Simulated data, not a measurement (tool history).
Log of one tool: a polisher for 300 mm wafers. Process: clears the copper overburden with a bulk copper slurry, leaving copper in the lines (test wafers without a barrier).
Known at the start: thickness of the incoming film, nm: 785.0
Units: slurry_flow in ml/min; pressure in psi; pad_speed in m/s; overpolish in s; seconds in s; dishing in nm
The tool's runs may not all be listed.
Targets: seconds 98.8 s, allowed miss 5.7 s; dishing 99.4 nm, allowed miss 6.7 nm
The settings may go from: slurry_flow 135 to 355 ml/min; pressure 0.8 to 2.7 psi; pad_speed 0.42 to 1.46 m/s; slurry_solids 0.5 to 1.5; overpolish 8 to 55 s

Run 1, hour 0: slurry_flow 225 ml/min, pressure 1.7 psi, pad_speed 0.94 m/s, slurry_solids 1, overpolish 28 s. Result: seconds 176.28 s, dishing 69.404 nm.
Run 2, hour 5: slurry_flow 225 ml/min, pressure 1.7 psi, pad_speed 0.94 m/s, slurry_solids 1, overpolish 19 s. Result: seconds 171.08 s, dishing 53.434 nm.
Run 3, hour 9: slurry_flow 195 ml/min, pressure 1.7 psi, pad_speed 0.94 m/s, slurry_solids 1, overpolish 19 s. Result: seconds 175 s, dishing 53.506 nm.
Run 4, hour 16.7: slurry_flow 195 ml/min, pressure 1.9 psi, pad_speed 0.94 m/s, slurry_solids 1, overpolish 21 s. Result: seconds 163.43 s, dishing 60.258 nm.
Run 5, hour 24.6: slurry_flow 195 ml/min, pressure 1.9 psi, pad_speed 0.94 m/s, slurry_solids 1, overpolish 10 s. Result: seconds 162.19 s, dishing 35.108 nm.
Run 6, hour 33.7: slurry_flow 195 ml/min, pressure 2.3 psi, pad_speed 0.94 m/s, slurry_solids 1, overpolish 10 s. Result: seconds 132.9 s, dishing 40.232 nm.
Run 7, hour 41: slurry_flow 195 ml/min, pressure 2.3 psi, pad_speed 0.94 m/s, slurry_solids 1, overpolish 10 s. Result: seconds 136.93 s, dishing 40.093 nm.
Run 8, hour 48.6: slurry_flow 195 ml/min, pressure 2.3 psi, pad_speed 1 m/s, slurry_solids 1, overpolish 14 s. Result: seconds 130.29 s, dishing 54.543 nm.
Run 9, hour 50.7: slurry_flow 190 ml/min, pressure 2.4 psi, pad_speed 1.04 m/s, slurry_solids 1, overpolish 15 s. Result: seconds 122.1 s, dishing 60.287 nm.
Run 10, hour 58.8: slurry_flow 185 ml/min, pressure 2.4 psi, pad_speed 1.08 m/s, slurry_solids 1, overpolish 16 s. Result: seconds 118.04 s, dishing 64.537 nm.
Run 11, hour 65.4: slurry_flow 180 ml/min, pressure 2.4 psi, pad_speed 1.1 m/s, slurry_solids 1, overpolish 17 s. Result: seconds 115.26 s, dishing 65.265 nm.
Run 12, hour 69.7: slurry_flow 180 ml/min, pressure 2.5 psi, pad_speed 1.12 m/s, slurry_solids 1, overpolish 19 s. Result: seconds 108.23 s, dishing 74.122 nm.
Run 13, hour 77.3: slurry_flow 180 ml/min, pressure 2.5 psi, pad_speed 1.14 m/s, slurry_solids 1, overpolish 20 s. Result: seconds 105.05 s, dishing 78.955 nm.

4 next moves are on the table. One of them brings every result within its allowed miss. Which?
Run A, hour 84.9: slurry_flow 180 ml/min, pressure 2.2 psi, pad_speed 1.32 m/s, slurry_solids 0.65, overpolish 35 s. Result: seconds ?, dishing ?.
Run B, hour 84.9: slurry_flow 165 ml/min, pressure 2.7 psi, pad_speed 1.38 m/s, slurry_solids 1, overpolish 35 s. Result: seconds ?, dishing ?.
Run C, hour 84.9: slurry_flow 175 ml/min, pressure 2.7 psi, pad_speed 1.3 m/s, slurry_solids 0.95, overpolish 26 s. Result: seconds ?, dishing ?.
Run D, hour 84.9: slurry_flow 225 ml/min, pressure 2.7 psi, pad_speed 1.1 m/s, slurry_solids 0.95, overpolish 33 s. Result: seconds ?, dishing ?.

move  seconds  dishing
   A   114.86   93.821
   B   86.823   106.34
   C   91.625    94.35
   D   102.91   98.933
A: brings the result that was furthest off to its target, and leaves another outside
B: takes the result that was furthest off past its target
C: brings the result that was furthest off to its target, and leaves another outside
D: meets every target
Move D is the one to make.
